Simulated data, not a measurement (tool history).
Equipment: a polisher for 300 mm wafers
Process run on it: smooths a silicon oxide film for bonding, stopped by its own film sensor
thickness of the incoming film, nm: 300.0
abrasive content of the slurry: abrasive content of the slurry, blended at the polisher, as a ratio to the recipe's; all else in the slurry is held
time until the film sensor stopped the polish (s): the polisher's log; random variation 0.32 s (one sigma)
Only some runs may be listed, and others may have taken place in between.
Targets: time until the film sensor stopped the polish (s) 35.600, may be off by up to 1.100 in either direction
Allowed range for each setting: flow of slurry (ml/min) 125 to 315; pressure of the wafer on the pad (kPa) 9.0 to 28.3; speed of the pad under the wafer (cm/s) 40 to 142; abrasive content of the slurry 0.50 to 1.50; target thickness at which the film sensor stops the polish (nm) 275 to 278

run,day,flow of slurry (ml/min),pressure of the wafer on the pad (kPa),speed of the pad under the wafer (cm/s),abrasive content of the slurry,target thickness at which the film sensor stops the polish (nm),time until the film sensor stopped the polish (s)
1,0.000,205,18.6,90,1.00,275,29.267
2,0.112,205,17.9,90,1.00,275,29.618
3,0.150,205,17.2,90,1.00,275,30.298
4,0.454,205,20.0,90,1.00,275,27.479
5,0.767,205,20.0,90,1.10,275,26.383
6,0.921,205,20.0,90,1.25,275,25.033
7,1.150,205,18.6,90,1.25,275,26.640
8,1.196,205,17.2,90,1.25,275,28.097
9,1.271,205,16.5,90,1.25,275,29.014

Which of these 5 next moves meets every target?
A,1.346,210,16.5,96,1.25,276,?
B,1.346,210,14.5,74,1.20,275,?
C,1.346,205,15.2,76,1.30,275,?
D,1.346,170,11.7,84,1.50,275,?
E,1.346,185,14.5,104,1.25,277,?

move,time until the film sensor stopped the polish (s)
A,26.009
B,37.524
C,34.519
D,37.605
E,26.339
A: further off than the last run
B: moves the result that the last run missed by most past its target, out the other side
C: each result inside its tolerance
D: moves the result that the last run missed by most past its target, out the other side
E: further off than the last run
Go with C: it meets all targets.
